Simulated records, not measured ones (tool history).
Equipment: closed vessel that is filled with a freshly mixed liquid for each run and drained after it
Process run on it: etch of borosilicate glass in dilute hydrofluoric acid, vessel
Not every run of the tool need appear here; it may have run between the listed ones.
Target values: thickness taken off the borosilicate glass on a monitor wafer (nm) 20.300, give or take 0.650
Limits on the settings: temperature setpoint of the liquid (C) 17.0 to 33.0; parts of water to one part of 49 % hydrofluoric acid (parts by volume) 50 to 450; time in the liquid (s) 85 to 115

run	hour	temperature setpoint of the liquid (C)	parts of water to one part of 49 % hydrofluoric acid (parts by volume)	time in the liquid (s)	thickness taken off the borosilicate glass on a monitor wafer (nm)
1	0.0	25.0	250	115	11.036
2	7.8	27.0	230	115	13.297
3	17.1	28.5	220	115	14.691
4	18.1	28.5	220	85	10.937
5	25.8	28.5	220	85	10.597
6	34.8	28.5	185	85	13.476
7	36.4	29.0	165	85	15.621
8	45.6	29.0	155	85	16.629
9	47.5	33.0	135	85	23.470
10	50.9	33.0	135	85	22.868
11	55.0	32.5	135	85	22.278
12	62.5	32.0	135	85	21.908
13	68.1	31.5	135	85	21.815
14	72.4	31.0	135	85	21.498

Exactly one of the 4 candidate moves below puts every result within its allowed miss. Which one?
A	76.7	31.0	130	85	?
B	76.7	32.0	145	85	?
C	76.7	33.0	140	85	?
D	76.7	31.0	170	115	?

move	thickness taken off the borosilicate glass on a monitor wafer (nm)
A	22.250
B	20.252
C	21.880
D	21.819
A: the biggest miss grows against the last run
B: each result inside its tolerance
C: the biggest miss grows against the last run
D: the biggest miss grows against the last run
Correct choice: B, which meets every target
